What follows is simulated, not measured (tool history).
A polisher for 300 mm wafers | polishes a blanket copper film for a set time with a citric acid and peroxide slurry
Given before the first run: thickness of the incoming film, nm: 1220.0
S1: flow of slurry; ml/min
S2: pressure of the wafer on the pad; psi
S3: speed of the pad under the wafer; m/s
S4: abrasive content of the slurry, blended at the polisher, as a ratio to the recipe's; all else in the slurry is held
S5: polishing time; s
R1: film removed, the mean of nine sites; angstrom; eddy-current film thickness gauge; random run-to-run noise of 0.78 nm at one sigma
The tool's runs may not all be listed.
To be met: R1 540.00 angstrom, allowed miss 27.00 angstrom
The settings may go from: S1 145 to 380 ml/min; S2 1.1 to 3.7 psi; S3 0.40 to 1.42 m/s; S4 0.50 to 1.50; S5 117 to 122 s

run 1 hour=0.0 | S1=245 S2=2.4 S3=0.90 S4=1.00 S5=117 | R1=1503.80
run 2 hour=6.4 | S1=245 S2=2.2 S3=0.82 S4=1.00 S5=117 | R1=1301.00
run 3 hour=11.7 | S1=240 S2=2.0 S3=0.76 S4=0.95 S5=117 | R1=1054.90
run 4 hour=15.4 | S1=240 S2=1.9 S3=0.72 S4=0.95 S5=117 | R1=980.18
run 5 hour=17.0 | S1=185 S2=1.9 S3=0.72 S4=0.95 S5=117 | R1=930.60
run 6 hour=20.2 | S1=185 S2=1.8 S3=0.70 S4=0.95 S5=117 | R1=866.22
run 7 hour=22.9 | S1=185 S2=1.7 S3=0.68 S4=0.95 S5=117 | R1=799.49
run 8 hour=24.8 | S1=185 S2=1.6 S3=0.66 S4=0.95 S5=117 | R1=759.71
run 9 hour=29.5 | S1=185 S2=1.5 S3=0.64 S4=0.95 S5=117 | R1=661.21
run 10 hour=31.2 | S1=185 S2=1.4 S3=0.64 S4=0.95 S5=117 | R1=614.19

Pick the move, out of 4, that brings all results within their allowed miss; only one does.
run A hour=32.9 | S1=145 S2=1.2 S3=0.54 S4=0.95 S5=122 | R1=?
run B hour=32.9 | S1=145 S2=1.6 S3=0.42 S4=0.65 S5=120 | R1=?
run C hour=32.9 | S1=145 S2=1.7 S3=0.40 S4=1.00 S5=118 | R1=?
run D hour=32.9 | S1=195 S2=1.4 S3=0.54 S4=1.00 S5=117 | R1=?

move=A R1=458.02
move=B R1=446.29
move=C R1=470.51
move=D R1=534.84
A: carries the result that was furthest off beyond its target, to the other side
B: carries the result that was furthest off beyond its target, to the other side
C: carries the result that was furthest off beyond its target, to the other side
D: all results land within tolerance of their targets
D meets every target.

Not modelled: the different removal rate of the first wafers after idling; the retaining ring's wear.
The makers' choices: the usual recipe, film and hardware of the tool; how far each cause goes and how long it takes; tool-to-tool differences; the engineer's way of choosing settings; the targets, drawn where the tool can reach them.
